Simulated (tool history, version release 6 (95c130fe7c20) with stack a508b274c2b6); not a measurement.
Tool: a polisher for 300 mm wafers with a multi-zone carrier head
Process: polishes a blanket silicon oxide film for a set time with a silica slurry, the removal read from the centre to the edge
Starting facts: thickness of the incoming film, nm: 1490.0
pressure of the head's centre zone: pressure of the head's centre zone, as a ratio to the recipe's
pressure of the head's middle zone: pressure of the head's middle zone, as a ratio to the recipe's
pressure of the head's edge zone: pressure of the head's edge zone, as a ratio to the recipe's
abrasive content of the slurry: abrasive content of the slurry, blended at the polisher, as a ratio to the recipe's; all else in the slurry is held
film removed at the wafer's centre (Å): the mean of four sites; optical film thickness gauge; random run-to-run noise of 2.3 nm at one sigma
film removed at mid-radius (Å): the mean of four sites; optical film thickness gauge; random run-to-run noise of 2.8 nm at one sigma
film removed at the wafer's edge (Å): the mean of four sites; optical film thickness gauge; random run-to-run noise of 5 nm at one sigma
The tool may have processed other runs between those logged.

run	day	flow of slurry (ml/min)	pressure of the head's centre zone	pressure of the head's middle zone	pressure of the head's edge zone	abrasive content of the slurry	polishing time (s)	film removed at the wafer's centre (Å)	film removed at mid-radius (Å)	film removed at the wafer's edge (Å)
1	0.000	280	1.00	1.00	1.00	1.00	86	3772.5	3721.2	3765.9
2	0.138	280	1.00	1.00	1.00	1.00	95	4180.8	4133.5	4235.2
3	0.367	280	1.00	1.05	1.00	1.00	95	4154.7	4377.5	4114.0
4	0.508	320	1.00	1.05	1.00	1.00	95	4205.4	4386.7	4232.4
5	0.808	305	0.98	1.03	0.97	0.95	95	3986.6	4187.7	4071.5
6	1.167	290	0.97	1.02	0.94	0.90	95	3775.1	3999.2	3727.7
7	1.483	280	0.95	1.00	0.93	0.90	95	3711.3	3913.9	3862.7
8	1.733	275	0.94	0.99	0.91	0.85	95	3578.4	3758.9	3667.5
9	1.838	270	0.93	0.98	0.89	0.85	95	3530.4	3767.5	3716.2
10	1.946	265	0.93	0.98	0.88	0.80	95	3419.1	3567.7	3408.4
11	2.117	255	0.92	0.98	0.88	0.80	95	3323.1	3555.9	3424.1
12	2.442	250	0.92	0.98	0.88	0.80	95	3318.8	3612.3	3548.5
13	2.721	250	0.92	0.98	0.88	0.80	95	3322.0	3603.8	3464.7

Run 14, settings as shown, results not yet in. Your forecast:
14	2.842	245	0.92	0.97	0.88	0.80	95	?	?	?

{"run 14": {"film removed at the wafer's centre (Å)": 3346.3, "film removed at mid-radius (Å)": 3609.2, "film removed at the wafer's edge (Å)": 3380.0}}

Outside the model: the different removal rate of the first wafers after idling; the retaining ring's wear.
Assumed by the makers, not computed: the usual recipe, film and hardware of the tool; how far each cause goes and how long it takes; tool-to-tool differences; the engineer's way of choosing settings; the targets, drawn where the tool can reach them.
